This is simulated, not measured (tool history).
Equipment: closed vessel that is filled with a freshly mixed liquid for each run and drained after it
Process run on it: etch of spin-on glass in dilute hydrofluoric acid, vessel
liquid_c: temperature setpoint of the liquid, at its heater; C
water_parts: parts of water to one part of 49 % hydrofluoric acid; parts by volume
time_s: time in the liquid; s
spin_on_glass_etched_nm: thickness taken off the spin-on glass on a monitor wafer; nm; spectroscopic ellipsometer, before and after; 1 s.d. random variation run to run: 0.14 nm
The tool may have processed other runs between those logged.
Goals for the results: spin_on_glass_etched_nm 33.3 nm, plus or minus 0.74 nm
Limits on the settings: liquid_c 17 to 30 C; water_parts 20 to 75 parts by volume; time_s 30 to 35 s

run 1 day=0 | liquid_c=22 water_parts=45 time_s=35 | spin_on_glass_etched_nm=47.716
run 2 day=0.321 | liquid_c=22 water_parts=55 time_s=35 | spin_on_glass_etched_nm=39.106
run 3 day=0.504 | liquid_c=22 water_parts=50 time_s=35 | spin_on_glass_etched_nm=42.861
run 4 day=0.875 | liquid_c=20.5 water_parts=50 time_s=35 | spin_on_glass_etched_nm=40.458
run 5 day=1.108 | liquid_c=19.5 water_parts=50 time_s=35 | spin_on_glass_etched_nm=38.702
run 6 day=1.312 | liquid_c=18.5 water_parts=50 time_s=35 | spin_on_glass_etched_nm=37.147
run 7 day=1.471 | liquid_c=18 water_parts=50 time_s=35 | spin_on_glass_etched_nm=36.237
run 8 day=1.617 | liquid_c=17.5 water_parts=50 time_s=35 | spin_on_glass_etched_nm=35.705
run 9 day=1.804 | liquid_c=17 water_parts=50 time_s=35 | spin_on_glass_etched_nm=34.941
run 10 day=1.967 | liquid_c=17 water_parts=50 time_s=30 | spin_on_glass_etched_nm=29.817
run 11 day=2.088 | liquid_c=17.5 water_parts=50 time_s=30 | spin_on_glass_etched_nm=30.391
run 12 day=2.45 | liquid_c=18 water_parts=50 time_s=30 | spin_on_glass_etched_nm=31.238
run 13 day=2.771 | liquid_c=18 water_parts=50 time_s=30 | spin_on_glass_etched_nm=30.788

Next run, 5 choices. One meets every target within its allowed miss, the rest don't. Which?
run A day=3.092 | liquid_c=17 water_parts=50 time_s=30 | spin_on_glass_etched_nm=?
run B day=3.092 | liquid_c=20.5 water_parts=50 time_s=30 | spin_on_glass_etched_nm=?
run C day=3.092 | liquid_c=17 water_parts=50 time_s=35 | spin_on_glass_etched_nm=?
run D day=3.092 | liquid_c=17 water_parts=45 time_s=30 | spin_on_glass_etched_nm=?
run E day=3.092 | liquid_c=19 water_parts=55 time_s=30 | spin_on_glass_etched_nm=?

move=A spin_on_glass_etched_nm=29.653
move=B spin_on_glass_etched_nm=34.456
move=C spin_on_glass_etched_nm=34.595
move=D spin_on_glass_etched_nm=33.132
move=E spin_on_glass_etched_nm=29.216
A: lands further from the targets than the last run did
B: takes the biggest miss from the last run beyond its target
C: takes the biggest miss from the last run beyond its target
D: every result lands within tolerance
E: lands further from the targets than the last run did
Move D is the one to make.
